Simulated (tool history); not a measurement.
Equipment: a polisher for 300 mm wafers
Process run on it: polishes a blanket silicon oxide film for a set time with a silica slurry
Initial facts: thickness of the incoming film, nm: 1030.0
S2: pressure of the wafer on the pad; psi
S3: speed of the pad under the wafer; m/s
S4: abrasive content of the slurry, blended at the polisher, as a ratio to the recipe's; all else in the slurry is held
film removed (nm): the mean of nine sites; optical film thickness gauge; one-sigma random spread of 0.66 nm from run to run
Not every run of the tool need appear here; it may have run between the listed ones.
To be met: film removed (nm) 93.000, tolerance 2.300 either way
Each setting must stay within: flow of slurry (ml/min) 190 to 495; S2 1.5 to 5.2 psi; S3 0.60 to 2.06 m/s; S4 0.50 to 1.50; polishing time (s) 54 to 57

Run 1, day 0.000: flow of slurry (ml/min) 320, S2 3.3 psi, S3 1.32 m/s, S4 1.00, polishing time (s) 54. Result: film removed (nm) 136.750.
Run 2, day 0.342: flow of slurry (ml/min) 320, S2 3.3 psi, S3 1.18 m/s, S4 1.00, polishing time (s) 54. Result: film removed (nm) 124.820.
Run 3, day 0.667: flow of slurry (ml/min) 320, S2 3.3 psi, S3 1.18 m/s, S4 1.00, polishing time (s) 57. Result: film removed (nm) 132.110.
Run 4, day 0.767: flow of slurry (ml/min) 290, S2 3.3 psi, S3 1.18 m/s, S4 1.00, polishing time (s) 57. Result: film removed (nm) 132.330.
Run 5, day 0.929: flow of slurry (ml/min) 290, S2 3.7 psi, S3 1.18 m/s, S4 1.00, polishing time (s) 57. Result: film removed (nm) 146.890.
Run 6, day 1.296: flow of slurry (ml/min) 260, S2 3.7 psi, S3 1.18 m/s, S4 1.00, polishing time (s) 57. Result: film removed (nm) 145.640.
Run 7, day 1.488: flow of slurry (ml/min) 260, S2 3.7 psi, S3 1.18 m/s, S4 1.00, polishing time (s) 57. Result: film removed (nm) 147.080.
Run 8, day 1.546: flow of slurry (ml/min) 260, S2 3.2 psi, S3 1.18 m/s, S4 1.00, polishing time (s) 57. Result: film removed (nm) 127.280.
Run 9, day 1.583: flow of slurry (ml/min) 260, S2 2.8 psi, S3 1.18 m/s, S4 1.00, polishing time (s) 57. Result: film removed (nm) 111.350.
Run 10, day 1.912: flow of slurry (ml/min) 255, S2 2.1 psi, S3 1.18 m/s, S4 1.00, polishing time (s) 57. Result: film removed (nm) 84.021.
Run 11, day 2.258: flow of slurry (ml/min) 280, S2 2.2 psi, S3 1.18 m/s, S4 1.00, polishing time (s) 57. Result: film removed (nm) 89.179.
Run 12, day 2.442: flow of slurry (ml/min) 290, S2 2.2 psi, S3 1.18 m/s, S4 1.00, polishing time (s) 57. Result: film removed (nm) 89.390.

Consider the 4 candidate settings below. Which is the only one whose results all fall within their allowed miss of target?
Run A, day 2.625: flow of slurry (ml/min) 310, S2 2.2 psi, S3 1.30 m/s, S4 0.85, polishing time (s) 54. Result: film removed (nm) ?.
Run B, day 2.625: flow of slurry (ml/min) 365, S2 2.0 psi, S3 1.26 m/s, S4 1.15, polishing time (s) 54. Result: film removed (nm) ?.
Run C, day 2.625: flow of slurry (ml/min) 280, S2 2.0 psi, S3 1.50 m/s, S4 0.70, polishing time (s) 55. Result: film removed (nm) ?.
Run D, day 2.625: flow of slurry (ml/min) 220, S2 2.9 psi, S3 1.08 m/s, S4 0.75, polishing time (s) 55. Result: film removed (nm) ?.

move  film removed (nm)
   A             85.967
   B             85.452
   C             83.431
   D             92.347
A: further off than the last run
B: further off than the last run
C: further off than the last run
D: all results land within tolerance of their targets
So the answer is move D, the one that meets all the targets.
